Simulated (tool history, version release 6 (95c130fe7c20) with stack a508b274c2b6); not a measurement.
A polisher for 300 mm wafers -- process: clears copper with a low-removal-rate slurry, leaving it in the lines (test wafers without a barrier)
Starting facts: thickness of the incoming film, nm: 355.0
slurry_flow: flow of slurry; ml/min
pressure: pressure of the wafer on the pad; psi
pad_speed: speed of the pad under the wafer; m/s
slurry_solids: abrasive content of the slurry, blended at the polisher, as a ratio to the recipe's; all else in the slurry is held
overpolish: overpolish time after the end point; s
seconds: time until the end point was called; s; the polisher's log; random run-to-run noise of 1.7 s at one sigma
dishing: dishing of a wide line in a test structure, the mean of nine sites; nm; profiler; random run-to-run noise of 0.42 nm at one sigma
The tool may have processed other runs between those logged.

Run 1, day 0: slurry_flow 320 ml/min, pressure 2.7 psi, pad_speed 1.28 m/s, slurry_solids 1, overpolish 29 s. Result: seconds 126.56 s, dishing 44.42 nm.
Run 2, day 0.058: slurry_flow 320 ml/min, pressure 2.5 psi, pad_speed 1.34 m/s, slurry_solids 1, overpolish 25 s. Result: seconds 129.59 s, dishing 40.359 nm.
Run 3, day 0.104: slurry_flow 320 ml/min, pressure 2.3 psi, pad_speed 1.42 m/s, slurry_solids 1, overpolish 22 s. Result: seconds 134.38 s, dishing 37.659 nm.
Run 4, day 0.171: slurry_flow 320 ml/min, pressure 2.3 psi, pad_speed 1.52 m/s, slurry_solids 1, overpolish 22 s. Result: seconds 127.42 s, dishing 38.062 nm.
Run 5, day 0.325: slurry_flow 320 ml/min, pressure 2.3 psi, pad_speed 1.28 m/s, slurry_solids 1, overpolish 22 s. Result: seconds 149.85 s, dishing 35.17 nm.
Run 6, day 0.358: slurry_flow 325 ml/min, pressure 2.2 psi, pad_speed 1.34 m/s, slurry_solids 1, overpolish 19 s. Result: seconds 147.06 s, dishing 30.947 nm.
Run 7, day 0.479: slurry_flow 360 ml/min, pressure 2.2 psi, pad_speed 1.32 m/s, slurry_solids 1.1, overpolish 17 s. Result: seconds 145.89 s, dishing 29.213 nm.

Run 8, settings as shown, results not yet in. Your forecast:
Run 8, day 0.754: slurry_flow 450 ml/min, pressure 1.5 psi, pad_speed 1.5 m/s, slurry_solids 1.35, overpolish 9 s. Result: seconds ?, dishing ?.

{"run 8": {"seconds": 170.04, "dishing": 15.142}}

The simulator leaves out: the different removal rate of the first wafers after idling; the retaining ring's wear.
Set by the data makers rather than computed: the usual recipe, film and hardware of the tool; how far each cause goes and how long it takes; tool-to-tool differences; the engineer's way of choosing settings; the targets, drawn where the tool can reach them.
